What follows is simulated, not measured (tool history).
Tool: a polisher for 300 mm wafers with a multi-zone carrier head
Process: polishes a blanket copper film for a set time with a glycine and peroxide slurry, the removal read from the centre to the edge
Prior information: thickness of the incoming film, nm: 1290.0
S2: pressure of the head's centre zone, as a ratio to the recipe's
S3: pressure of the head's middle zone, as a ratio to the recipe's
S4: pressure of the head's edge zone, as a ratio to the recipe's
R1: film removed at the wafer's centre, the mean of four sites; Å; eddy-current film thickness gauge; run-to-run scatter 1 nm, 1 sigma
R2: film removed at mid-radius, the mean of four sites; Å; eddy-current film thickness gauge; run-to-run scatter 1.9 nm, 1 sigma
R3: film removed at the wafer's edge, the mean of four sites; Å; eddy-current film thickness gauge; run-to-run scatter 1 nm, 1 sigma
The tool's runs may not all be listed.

{"run": 1, "hour": 0.0, "flow of slurry (ml/min)": 255, "S2": 1.0, "S3": 1.0, "S4": 1.0, "polishing time (s)": 40, "R1": 1857.4, "R2": 1890.2, "R3": 1980.0}
{"run": 2, "hour": 7.8, "flow of slurry (ml/min)": 255, "S2": 1.0, "S3": 1.01, "S4": 0.97, "polishing time (s)": 38, "R1": 1795.7, "R2": 1801.1, "R3": 1861.9}
{"run": 3, "hour": 14.3, "flow of slurry (ml/min)": 250, "S2": 0.99, "S3": 1.03, "S4": 0.94, "polishing time (s)": 37, "R1": 1708.9, "R2": 1785.9, "R3": 1766.2}
{"run": 4, "hour": 20.8, "flow of slurry (ml/min)": 295, "S2": 0.99, "S3": 1.03, "S4": 0.94, "polishing time (s)": 37, "R1": 1758.9, "R2": 1804.9, "R3": 1817.2}
{"run": 5, "hour": 28.6, "flow of slurry (ml/min)": 295, "S2": 1.04, "S3": 1.03, "S4": 0.94, "polishing time (s)": 37, "R1": 1855.1, "R2": 1880.1, "R3": 1792.7}
{"run": 6, "hour": 36.1, "flow of slurry (ml/min)": 280, "S2": 1.02, "S3": 1.04, "S4": 0.91, "polishing time (s)": 36, "R1": 1735.0, "R2": 1779.9, "R3": 1704.1}
{"run": 7, "hour": 37.2, "flow of slurry (ml/min)": 265, "S2": 1.01, "S3": 1.04, "S4": 0.89, "polishing time (s)": 36, "R1": 1738.3, "R2": 1757.3, "R3": 1689.5}
{"run": 8, "hour": 41.5, "flow of slurry (ml/min)": 255, "S2": 1.0, "S3": 1.05, "S4": 0.87, "polishing time (s)": 35, "R1": 1643.1, "R2": 1722.3, "R3": 1621.1}
{"hour": 46.7, "done": "edge zone pressure recalibrated"}
{"run": 9, "hour": 46.7, "flow of slurry (ml/min)": 245, "S2": 1.0, "S3": 1.05, "S4": 0.86, "polishing time (s)": 35, "R1": 1637.5, "R2": 1731.2, "R3": 1519.2}
{"run": 10, "hour": 50.9, "flow of slurry (ml/min)": 240, "S2": 0.99, "S3": 1.04, "S4": 0.86, "polishing time (s)": 35, "R1": 1616.4, "R2": 1696.0, "R3": 1533.6}
{"run": 11, "hour": 51.9, "flow of slurry (ml/min)": 230, "S2": 0.98, "S3": 1.04, "S4": 0.86, "polishing time (s)": 35, "R1": 1588.0, "R2": 1717.9, "R3": 1506.0}
{"run": 12, "hour": 53.2, "flow of slurry (ml/min)": 225, "S2": 0.97, "S3": 1.03, "S4": 0.87, "polishing time (s)": 35, "R1": 1573.5, "R2": 1691.2, "R3": 1530.8}
{"run": 13, "hour": 56.4, "flow of slurry (ml/min)": 220, "S2": 0.97, "S3": 1.02, "S4": 0.87, "polishing time (s)": 35, "R1": 1566.3, "R2": 1648.3, "R3": 1529.1}
{"run": 14, "hour": 61.7, "flow of slurry (ml/min)": 215, "S2": 0.97, "S3": 1.02, "S4": 0.87, "polishing time (s)": 35, "R1": 1544.8, "R2": 1629.6, "R3": 1518.7}

For run 15, what comes out?
{"run": 15, "hour": 65.5, "flow of slurry (ml/min)": 210, "S2": 0.97, "S3": 1.02, "S4": 0.87, "polishing time (s)": 35, "R1": "?", "R2": "?", "R3": "?"}

R1: 1520.6 Å
R2: 1650.1 Å
R3: 1497.6 Å
